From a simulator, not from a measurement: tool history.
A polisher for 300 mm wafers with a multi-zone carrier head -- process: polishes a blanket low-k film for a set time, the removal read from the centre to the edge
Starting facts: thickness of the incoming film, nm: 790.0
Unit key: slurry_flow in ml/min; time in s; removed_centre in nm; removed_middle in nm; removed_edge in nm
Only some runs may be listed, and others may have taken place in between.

{"run": 1, "hour": 0.0, "slurry_flow": 175, "centre_zone": 1, "middle_zone": 1, "edge_zone": 1, "slurry_solids": 1, "time": 32, "removed_centre": 7.5684, "removed_middle": 7.1503, "removed_edge": 7.5146}
{"run": 2, "hour": 8.5, "slurry_flow": 185, "centre_zone": 1.03, "middle_zone": 1.01, "edge_zone": 1.01, "slurry_solids": 1, "time": 32, "removed_centre": 7.8776, "removed_middle": 7.4669, "removed_edge": 7.4143}
{"run": 3, "hour": 16.8, "slurry_flow": 185, "centre_zone": 1.03, "middle_zone": 1.01, "edge_zone": 0.95, "slurry_solids": 1, "time": 32, "removed_centre": 7.87, "removed_middle": 7.5245, "removed_edge": 7.2738}
{"run": 4, "hour": 21.7, "slurry_flow": 190, "centre_zone": 1.05, "middle_zone": 1.01, "edge_zone": 0.97, "slurry_solids": 1.05, "time": 32, "removed_centre": 8.419, "removed_middle": 7.5883, "removed_edge": 7.7003}
{"run": 5, "hour": 27.8, "slurry_flow": 200, "centre_zone": 1.06, "middle_zone": 1.02, "edge_zone": 0.97, "slurry_solids": 1.05, "time": 32, "removed_centre": 8.4846, "removed_middle": 7.7515, "removed_edge": 7.6126}
{"run": 6, "hour": 36.7, "slurry_flow": 200, "centre_zone": 1.06, "middle_zone": 1.02, "edge_zone": 0.97, "slurry_solids": 1.05, "time": 29, "removed_centre": 7.7085, "removed_middle": 7.0912, "removed_edge": 6.7358}
{"run": 7, "hour": 41.0, "slurry_flow": 200, "centre_zone": 1.07, "middle_zone": 1.03, "edge_zone": 0.98, "slurry_solids": 1.1, "time": 29, "removed_centre": 8.0005, "removed_middle": 7.3197, "removed_edge": 7.1386}
{"run": 8, "hour": 47.7, "slurry_flow": 250, "centre_zone": 1.17, "middle_zone": 1.12, "edge_zone": 1.05, "slurry_solids": 1.2, "time": 29, "removed_centre": 9.4267, "removed_middle": 8.2939, "removed_edge": 7.8714}

Estimate the outcome of run 9 from the log above:
{"run": 9, "hour": 54.5, "slurry_flow": 250, "centre_zone": 1.17, "middle_zone": 1.12, "edge_zone": 1.06, "slurry_solids": 1.2, "time": 29, "removed_centre": "?", "removed_middle": "?", "removed_edge": "?"}

Run 9 yielded removed_centre 9.2877 nm, removed_middle 8.2984 nm, removed_edge 7.8667 nm.
